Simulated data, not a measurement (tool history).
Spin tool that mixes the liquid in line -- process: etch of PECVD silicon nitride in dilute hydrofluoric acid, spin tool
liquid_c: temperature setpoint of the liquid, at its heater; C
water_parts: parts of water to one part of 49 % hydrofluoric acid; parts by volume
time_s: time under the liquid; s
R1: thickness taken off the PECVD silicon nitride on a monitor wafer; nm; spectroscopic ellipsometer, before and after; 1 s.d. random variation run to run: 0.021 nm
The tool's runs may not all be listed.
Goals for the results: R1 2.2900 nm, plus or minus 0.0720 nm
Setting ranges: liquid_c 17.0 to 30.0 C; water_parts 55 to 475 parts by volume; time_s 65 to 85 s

Run 1, hour 0.0: liquid_c 22.0 C, water_parts 265 parts by volume, time_s 85 s. Result: R1 1.5176 nm.
Run 2, hour 1.8: liquid_c 23.0 C, water_parts 265 parts by volume, time_s 85 s. Result: R1 1.6368 nm.
Run 3, hour 6.7: liquid_c 23.0 C, water_parts 265 parts by volume, time_s 65 s. Result: R1 1.2664 nm.
Run 4, hour 8.6: liquid_c 26.5 C, water_parts 265 parts by volume, time_s 65 s. Result: R1 1.5226 nm.
Run 5, hour 9.5: liquid_c 28.5 C, water_parts 265 parts by volume, time_s 65 s. Result: R1 1.7136 nm.
Run 6, hour 15.6: liquid_c 28.5 C, water_parts 265 parts by volume, time_s 65 s. Result: R1 1.7441 nm.
Run 7, hour 21.3: liquid_c 29.0 C, water_parts 255 parts by volume, time_s 65 s. Result: R1 1.8442 nm.
Run 8, hour 29.1: liquid_c 29.0 C, water_parts 245 parts by volume, time_s 65 s. Result: R1 1.8955 nm.
Run 9, hour 33.5: liquid_c 29.0 C, water_parts 245 parts by volume, time_s 65 s. Result: R1 1.9091 nm.
Run 10, hour 35.4: liquid_c 29.0 C, water_parts 240 parts by volume, time_s 65 s. Result: R1 1.9975 nm.
Run 11, hour 37.5: liquid_c 29.0 C, water_parts 235 parts by volume, time_s 65 s. Result: R1 2.0449 nm.
Run 12, hour 45.9: liquid_c 29.0 C, water_parts 230 parts by volume, time_s 65 s. Result: R1 2.0510 nm.
Run 13, hour 52.6: liquid_c 29.0 C, water_parts 225 parts by volume, time_s 65 s. Result: R1 2.1295 nm.

Below are 4 possible settings for the next run. Only one of them brings all results inside the allowed miss of their targets. Which is it?
Run A, hour 59.3: liquid_c 27.5 C, water_parts 260 parts by volume, time_s 70 s. Result: R1 ?.
Run B, hour 59.3: liquid_c 29.5 C, water_parts 255 parts by volume, time_s 65 s. Result: R1 ?.
Run C, hour 59.3: liquid_c 29.0 C, water_parts 225 parts by volume, time_s 70 s. Result: R1 ?.
Run D, hour 59.3: liquid_c 28.0 C, water_parts 235 parts by volume, time_s 65 s. Result: R1 ?.

move      R1
   A  1.7904
   B  1.9090
   C  2.2676
   D  1.8976
A: misses by more than the last run did
B: misses by more than the last run did
C: meets every target
D: misses by more than the last run did
C is the move that brings every result within its allowed miss.
